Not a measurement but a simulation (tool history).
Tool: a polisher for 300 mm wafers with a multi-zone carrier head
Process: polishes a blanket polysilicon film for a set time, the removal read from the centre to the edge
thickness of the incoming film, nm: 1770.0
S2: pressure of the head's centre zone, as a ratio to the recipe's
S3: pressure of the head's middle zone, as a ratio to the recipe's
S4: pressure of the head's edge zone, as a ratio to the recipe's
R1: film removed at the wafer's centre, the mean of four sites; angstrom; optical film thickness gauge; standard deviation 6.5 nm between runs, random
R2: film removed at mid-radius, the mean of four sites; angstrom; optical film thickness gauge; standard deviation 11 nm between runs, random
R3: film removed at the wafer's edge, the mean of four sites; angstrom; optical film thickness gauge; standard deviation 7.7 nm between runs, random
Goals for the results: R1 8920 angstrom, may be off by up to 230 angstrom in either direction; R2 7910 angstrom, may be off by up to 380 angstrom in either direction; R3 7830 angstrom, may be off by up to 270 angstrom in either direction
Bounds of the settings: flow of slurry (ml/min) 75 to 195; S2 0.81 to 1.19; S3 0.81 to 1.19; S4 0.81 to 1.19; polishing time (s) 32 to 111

Run 1, day 0: flow of slurry (ml/min) 125, S2 1, S3 1, S4 1, polishing time (s) 71. Result: R1 6904.4 angstrom, R2 6551.2 angstrom, R3 6833.1 angstrom.
Run 2, day 0.067: flow of slurry (ml/min) 135, S2 1, S3 1, S4 1, polishing time (s) 71. Result: R1 6919.6 angstrom, R2 6803.5 angstrom, R3 6958.7 angstrom.
Run 3, day 0.379: flow of slurry (ml/min) 160, S2 1, S3 1, S4 1, polishing time (s) 71. Result: R1 7242.6 angstrom, R2 6913.1 angstrom, R3 7133.4 angstrom.
Run 4, day 0.546: flow of slurry (ml/min) 160, S2 1, S3 1, S4 0.93, polishing time (s) 71. Result: R1 7232.6 angstrom, R2 6919.4 angstrom, R3 6978.2 angstrom.
Run 5, day 0.575: flow of slurry (ml/min) 160, S2 1, S3 1, S4 0.93, polishing time (s) 62. Result: R1 6375.9 angstrom, R2 6030.7 angstrom, R3 6108.6 angstrom.
Run 6, day 0.938: flow of slurry (ml/min) 160, S2 0.96, S3 1, S4 0.93, polishing time (s) 62. Result: R1 6024.4 angstrom, R2 6141.8 angstrom, R3 6039.4 angstrom.
Run 7, day 1.121: flow of slurry (ml/min) 165, S2 0.99, S3 1.02, S4 0.95, polishing time (s) 64. Result: R1 6577.8 angstrom, R2 6621.7 angstrom, R3 6165.1 angstrom.
Run 8, day 1.408: flow of slurry (ml/min) 165, S2 1, S3 1.02, S4 0.96, polishing time (s) 66. Result: R1 6741.3 angstrom, R2 6420.7 angstrom, R3 6523.6 angstrom.
Run 9, day 1.667: flow of slurry (ml/min) 195, S2 1.1, S3 1.12, S4 0.94, polishing time (s) 77. Result: R1 9001.7 angstrom, R2 8747.8 angstrom, R3 7779.8 angstrom.
Run 10, day 2.021: flow of slurry (ml/min) 195, S2 1.1, S3 1.11, S4 0.95, polishing time (s) 77. Result: R1 8895.3 angstrom, R2 8423.1 angstrom, R3 7655.3 angstrom.
Run 11, day 2.083: flow of slurry (ml/min) 195, S2 1.1, S3 1.1, S4 0.96, polishing time (s) 77. Result: R1 8990 angstrom, R2 8540 angstrom, R3 7835.9 angstrom.
Run 12, day 2.258: flow of slurry (ml/min) 195, S2 1.1, S3 1.09, S4 0.96, polishing time (s) 77. Result: R1 8984.9 angstrom, R2 8299.7 angstrom, R3 7785.5 angstrom.
Run 13, day 2.4: flow of slurry (ml/min) 195, S2 1.1, S3 1.08, S4 0.96, polishing time (s) 77. Result: R1 8913.3 angstrom, R2 8206.3 angstrom, R3 7763 angstrom.

Exercise: of the 4 proposed moves below, exactly one satisfies all targets within the stated allowed misses. Which move is it?
Run A, day 2.542: flow of slurry (ml/min) 195, S2 1.17, S3 1.02, S4 0.97, polishing time (s) 76. Result: R1 ?, R2 ?, R3 ?.
Run B, day 2.542: flow of slurry (ml/min) 195, S2 1.1, S3 1.03, S4 0.99, polishing time (s) 77. Result: R1 ?, R2 ?, R3 ?.
Run C, day 2.542: flow of slurry (ml/min) 190, S2 1.07, S3 1.15, S4 0.93, polishing time (s) 79. Result: R1 ?, R2 ?, R3 ?.
Run D, day 2.542: flow of slurry (ml/min) 195, S2 1.15, S3 1.07, S4 0.95, polishing time (s) 73. Result: R1 ?, R2 ?, R3 ?.

move      R1      R2      R3
   A  9335.9  7819.8  7679.2
   B  8889.7  7991.2  7849.3
   C  8839.2  8976.3  7802.7
   D  8816.2    7824  7304.7
A: the worst result of the last run now meets its target, but another is out of spec
B: all results land within tolerance of their targets
C: the biggest miss grows against the last run
D: the worst result of the last run now meets its target, but another is out of spec
So the answer is move B, the one that meets all the targets.
